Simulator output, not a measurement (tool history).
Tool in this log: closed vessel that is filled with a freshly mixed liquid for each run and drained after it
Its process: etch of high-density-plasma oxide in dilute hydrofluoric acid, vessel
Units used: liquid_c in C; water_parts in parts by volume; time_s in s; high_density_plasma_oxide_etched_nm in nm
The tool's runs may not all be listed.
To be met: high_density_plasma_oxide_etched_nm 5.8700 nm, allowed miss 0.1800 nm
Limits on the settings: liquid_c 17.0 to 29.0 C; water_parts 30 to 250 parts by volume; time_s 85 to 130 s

run    day  liquid_c  water_parts  time_s  high_density_plasma_oxide_etched_nm
  1  0.000      21.0          140     130                               6.3975
  2  0.188      21.0          140      85                               4.2503
  3  0.338      21.0          140      85                               4.2209
  4  0.658      22.5          140      85                               4.5156
  5  0.708      22.5          120      85                               5.3680
  6  0.850      23.0          120      85                               5.4520
  7  1.175      23.5          120      85                               5.6519
     1.467  -- thermometer replaced
  8  1.467      24.5          120      85                               6.2142
  9  1.667      24.0          120      85                               6.1117

Which of these 5 next moves meets every target?
  A  1.867      21.5          155     130                                    ?
  B  1.867      20.5          110      85                                    ?
  C  1.867      22.0          110      85                                    ?
  D  1.867      25.0          155     120                                    ?
  E  1.867      23.0          150     105                                    ?

move  high_density_plasma_oxide_etched_nm
   A                               6.2845
   B                               5.8439
   C                               6.2085
   D                               6.6353
   E                               5.5903
A: further off than the last run
B: hits every target within its allowed miss
C: further off than the last run
D: further off than the last run
E: the result that was furthest off in the last run now lies on the other side of its target
The move that meets every target is B.
